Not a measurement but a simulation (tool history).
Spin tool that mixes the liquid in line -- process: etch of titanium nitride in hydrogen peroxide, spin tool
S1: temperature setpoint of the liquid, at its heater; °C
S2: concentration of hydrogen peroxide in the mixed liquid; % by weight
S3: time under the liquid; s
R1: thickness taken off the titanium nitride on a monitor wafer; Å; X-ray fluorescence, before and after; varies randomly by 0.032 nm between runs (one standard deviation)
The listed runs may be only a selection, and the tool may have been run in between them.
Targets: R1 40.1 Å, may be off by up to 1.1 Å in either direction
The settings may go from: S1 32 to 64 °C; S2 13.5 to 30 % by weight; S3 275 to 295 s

run	hour	S1	S2	S3	R1
1	0	48	25.5	275	56.499
2	2.5	47	25.5	275	51.276
3	8.9	47	25.5	275	52.681
4	11.3	46	25.5	275	48.219
5	15.3	45.5	25.5	275	46.679
6	23.8	45.5	27.5	275	47.908
7	32.8	45	27.5	275	45.719
8	39.2	44.5	27.5	275	44.238

Which of these 5 next moves meets every target?
A	45.6	43	29.5	275	?
B	45.6	41.5	25.5	295	?
C	45.6	44.5	23.5	275	?
D	45.6	43	21.5	275	?
E	45.6	43	29	295	?

move	R1
A	39.932
B	37.024
C	42.52
D	37.266
E	42.674
A: all results in spec
B: carries the result that was furthest off beyond its target, to the other side
C: nearer the targets than the last run, but a result is still out of spec
D: carries the result that was furthest off beyond its target, to the other side
E: nearer the targets than the last run, but a result is still out of spec
The right move is A.
